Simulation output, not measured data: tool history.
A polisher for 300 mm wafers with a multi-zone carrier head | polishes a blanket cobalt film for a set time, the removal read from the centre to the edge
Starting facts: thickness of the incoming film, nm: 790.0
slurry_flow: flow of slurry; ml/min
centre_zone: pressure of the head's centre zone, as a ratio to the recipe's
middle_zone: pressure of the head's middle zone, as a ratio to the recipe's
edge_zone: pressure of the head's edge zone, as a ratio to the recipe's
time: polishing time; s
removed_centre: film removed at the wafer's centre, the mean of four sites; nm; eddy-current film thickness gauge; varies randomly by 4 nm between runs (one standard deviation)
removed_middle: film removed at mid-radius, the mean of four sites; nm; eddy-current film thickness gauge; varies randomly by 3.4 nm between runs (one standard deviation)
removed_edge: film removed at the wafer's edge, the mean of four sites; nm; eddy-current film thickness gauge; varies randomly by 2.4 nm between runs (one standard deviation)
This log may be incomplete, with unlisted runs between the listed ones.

run,day,slurry_flow,centre_zone,middle_zone,edge_zone,time,removed_centre,removed_middle,removed_edge
1,0.000,150,1.00,1.00,1.00,37,212.82,225.75,229.03
2,0.217,155,1.00,1.01,1.01,38,220.56,239.35,238.03
3,0.400,155,1.00,1.01,0.93,38,223.61,231.80,229.23
4,0.754,160,1.00,1.01,0.95,39,233.64,242.27,237.91
5,0.904,160,1.00,1.08,0.95,39,221.76,259.16,239.65
6,1.217,165,1.01,1.08,0.97,40,236.14,269.89,246.03
7,1.262,165,1.01,1.07,0.99,41,245.19,275.08,252.50
8,1.471,165,1.00,1.06,1.00,42,251.39,270.94,263.62
9,1.842,165,1.00,1.06,1.00,42,247.42,270.56,262.66
# day 2.125: centre zone pressure recalibrated
10,2.125,165,1.00,1.07,1.01,42,269.71,277.41,263.59
11,2.262,155,0.98,1.08,1.00,43,261.05,281.16,267.26
12,2.425,160,0.97,1.08,1.02,43,265.23,285.38,274.38
13,2.679,165,0.96,1.09,1.03,43,259.95,291.17,272.59
14,2.967,165,0.95,1.09,1.04,43,256.62,287.51,274.44
15,3.250,165,0.95,1.09,1.05,43,257.87,289.90,272.64
16,3.400,165,0.94,1.09,1.06,43,256.24,286.26,277.59
17,3.679,165,0.94,1.09,1.07,43,257.42,282.07,276.31
18,3.925,165,0.94,1.10,1.08,43,256.03,294.60,274.14

Run 19 comes next. What will it give?
19,3.950,175,0.92,1.09,1.10,45,?,?,?

{"run 19": {"removed_centre": 260.74, "removed_middle": 308.02, "removed_edge": 294.93}}

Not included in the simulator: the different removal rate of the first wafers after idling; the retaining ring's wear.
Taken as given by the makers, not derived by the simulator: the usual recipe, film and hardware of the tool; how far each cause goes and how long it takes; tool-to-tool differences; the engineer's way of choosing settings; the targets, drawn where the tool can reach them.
